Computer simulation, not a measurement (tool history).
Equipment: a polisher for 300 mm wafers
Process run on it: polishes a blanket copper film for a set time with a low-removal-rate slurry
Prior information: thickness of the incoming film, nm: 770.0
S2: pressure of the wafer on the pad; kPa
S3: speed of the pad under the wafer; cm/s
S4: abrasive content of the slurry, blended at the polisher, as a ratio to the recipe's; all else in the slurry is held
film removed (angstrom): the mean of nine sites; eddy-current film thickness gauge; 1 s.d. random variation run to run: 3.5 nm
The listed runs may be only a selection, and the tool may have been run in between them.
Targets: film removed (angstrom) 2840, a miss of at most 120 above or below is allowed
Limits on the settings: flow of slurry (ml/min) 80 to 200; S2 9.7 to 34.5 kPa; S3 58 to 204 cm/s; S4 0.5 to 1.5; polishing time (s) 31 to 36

{"run": 1, "hour": 0.0, "flow of slurry (ml/min)": 130, "S2": 22.1, "S3": 130, "S4": 1, "polishing time (s)": 36, "film removed (angstrom)": 1813.5}
{"run": 2, "hour": 6.4, "flow of slurry (ml/min)": 135, "S2": 24.8, "S3": 132, "S4": 1, "polishing time (s)": 36, "film removed (angstrom)": 2077}
{"run": 3, "hour": 9.2, "flow of slurry (ml/min)": 155, "S2": 24.8, "S3": 132, "S4": 1, "polishing time (s)": 36, "film removed (angstrom)": 2118.3}
{"run": 4, "hour": 11.2, "flow of slurry (ml/min)": 155, "S2": 26.9, "S3": 132, "S4": 1, "polishing time (s)": 36, "film removed (angstrom)": 2272.1}
{"run": 5, "hour": 20.2, "flow of slurry (ml/min)": 175, "S2": 26.9, "S3": 132, "S4": 1, "polishing time (s)": 36, "film removed (angstrom)": 2347}
{"run": 6, "hour": 27.9, "flow of slurry (ml/min)": 200, "S2": 26.9, "S3": 132, "S4": 1, "polishing time (s)": 36, "film removed (angstrom)": 2381.7}
{"run": 7, "hour": 33.9, "flow of slurry (ml/min)": 200, "S2": 26.9, "S3": 132, "S4": 1, "polishing time (s)": 36, "film removed (angstrom)": 2392.8}
{"run": 8, "hour": 42.6, "flow of slurry (ml/min)": 200, "S2": 28.3, "S3": 132, "S4": 1, "polishing time (s)": 36, "film removed (angstrom)": 2495.4}
{"run": 9, "hour": 47.0, "flow of slurry (ml/min)": 200, "S2": 29, "S3": 132, "S4": 1, "polishing time (s)": 36, "film removed (angstrom)": 2535.6}
{"run": 10, "hour": 53.8, "flow of slurry (ml/min)": 200, "S2": 29.6, "S3": 132, "S4": 1, "polishing time (s)": 36, "film removed (angstrom)": 2604.3}
{"run": 11, "hour": 55.5, "flow of slurry (ml/min)": 200, "S2": 29.6, "S3": 132, "S4": 1, "polishing time (s)": 36, "film removed (angstrom)": 2614.9}
{"run": 12, "hour": 61.4, "flow of slurry (ml/min)": 200, "S2": 30.3, "S3": 132, "S4": 1, "polishing time (s)": 36, "film removed (angstrom)": 2680.2}

Which single option among these 5 for the next run brings every result within its allowed miss of target? Just one does.
{"run": "A", "hour": 67.3, "flow of slurry (ml/min)": 200, "S2": 31, "S3": 152, "S4": 0.95, "polishing time (s)": 33, "film removed (angstrom)": "?"}
{"run": "B", "hour": 67.3, "flow of slurry (ml/min)": 200, "S2": 34.5, "S3": 138, "S4": 0.85, "polishing time (s)": 36, "film removed (angstrom)": "?"}
{"run": "C", "hour": 67.3, "flow of slurry (ml/min)": 200, "S2": 31.7, "S3": 152, "S4": 0.9, "polishing time (s)": 36, "film removed (angstrom)": "?"}
{"run": "D", "hour": 67.3, "flow of slurry (ml/min)": 200, "S2": 33.8, "S3": 112, "S4": 1, "polishing time (s)": 36, "film removed (angstrom)": "?"}
{"run": "E", "hour": 67.3, "flow of slurry (ml/min)": 180, "S2": 32.4, "S3": 120, "S4": 0.75, "polishing time (s)": 36, "film removed (angstrom)": "?"}

move=A film_removed_(angstrom)=2866.5
move=B film_removed_(angstrom)=3094.5
move=C film_removed_(angstrom)=3164.5
move=D film_removed_(angstrom)=2551.2
move=E film_removed_(angstrom)=2451.8
A: every result within its allowed miss
B: moves the result that the last run missed by most past its target, out the other side
C: moves the result that the last run missed by most past its target, out the other side
D: misses by more than the last run did
E: misses by more than the last run did
So the answer is move A, the one that meets all the targets.
